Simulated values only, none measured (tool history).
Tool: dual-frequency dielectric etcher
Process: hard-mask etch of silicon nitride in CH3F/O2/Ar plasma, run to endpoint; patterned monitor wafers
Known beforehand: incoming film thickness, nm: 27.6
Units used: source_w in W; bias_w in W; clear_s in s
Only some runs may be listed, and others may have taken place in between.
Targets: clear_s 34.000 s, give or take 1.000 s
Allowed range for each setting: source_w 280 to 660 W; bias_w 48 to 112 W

run 1 hour=0.0 | source_w=470 bias_w=80 | clear_s=38.703
run 2 hour=2.3 | source_w=380 bias_w=80 | clear_s=42.208
run 3 hour=3.4 | source_w=380 bias_w=75 | clear_s=43.933
run 4 hour=7.9 | source_w=400 bias_w=76 | clear_s=42.860
run 5 hour=9.8 | source_w=400 bias_w=65 | clear_s=45.519
run 6 hour=17.3 | source_w=400 bias_w=77 | clear_s=42.347
run 7 hour=23.5 | source_w=420 bias_w=78 | clear_s=41.588
run 8 hour=28.3 | source_w=440 bias_w=79 | clear_s=40.211
run 9 hour=33.9 | source_w=450 bias_w=80 | clear_s=39.395
run 10 hour=41.0 | source_w=460 bias_w=81 | clear_s=38.792
run 11 hour=45.7 | source_w=470 bias_w=81 | clear_s=38.992
run 12 hour=50.7 | source_w=480 bias_w=82 | clear_s=37.800
run 13 hour=58.4 | source_w=490 bias_w=82 | clear_s=37.836
run 14 hour=63.8 | source_w=500 bias_w=83 | clear_s=37.965
run 15 hour=65.3 | source_w=510 bias_w=84 | clear_s=37.130
run 16 hour=73.1 | source_w=520 bias_w=85 | clear_s=36.277
run 17 hour=78.7 | source_w=530 bias_w=85 | clear_s=36.196
run 18 hour=85.9 | source_w=540 bias_w=85 | clear_s=36.200
run 19 hour=87.3 | source_w=550 bias_w=85 | clear_s=35.830

Which single option among these 4 for the next run brings every result within its allowed miss of target? Just one does.
run A hour=88.7 | source_w=480 bias_w=96 | clear_s=?
run B hour=88.7 | source_w=590 bias_w=86 | clear_s=?
run C hour=88.7 | source_w=540 bias_w=82 | clear_s=?
run D hour=88.7 | source_w=520 bias_w=87 | clear_s=?

move=A clear_s=35.824
move=B clear_s=34.128
move=C clear_s=36.073
move=D clear_s=35.886
A: roughly where the last run was
B: hits every target within its allowed miss
C: the biggest miss grows against the last run
D: roughly where the last run was
So the answer is move B, the one that meets all the targets.
